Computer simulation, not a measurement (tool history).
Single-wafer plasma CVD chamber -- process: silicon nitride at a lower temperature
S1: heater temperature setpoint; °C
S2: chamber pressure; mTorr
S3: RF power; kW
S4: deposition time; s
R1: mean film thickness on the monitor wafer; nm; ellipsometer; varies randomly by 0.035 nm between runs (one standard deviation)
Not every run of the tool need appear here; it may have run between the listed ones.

run,hour,S1,S2,S3,S4,R1
1,0.0,370,1420,0.280,15.3,16.303
2,3.6,370,1420,0.280,14.6,15.525
3,9.0,370,1420,0.315,14.6,16.922
4,16.5,363,1420,0.315,14.6,16.893
5,24.6,363,1420,0.315,15.3,17.739
6,27.2,373,1420,0.315,15.3,17.702
7,34.5,373,1320,0.300,15.3,16.726
8,42.8,373,1240,0.285,15.3,15.890
9,43.8,373,1180,0.275,15.3,15.306

The next listed run, before its measurement:
10,47.2,373,900,0.240,15.2,?

R1: 12.713 nm
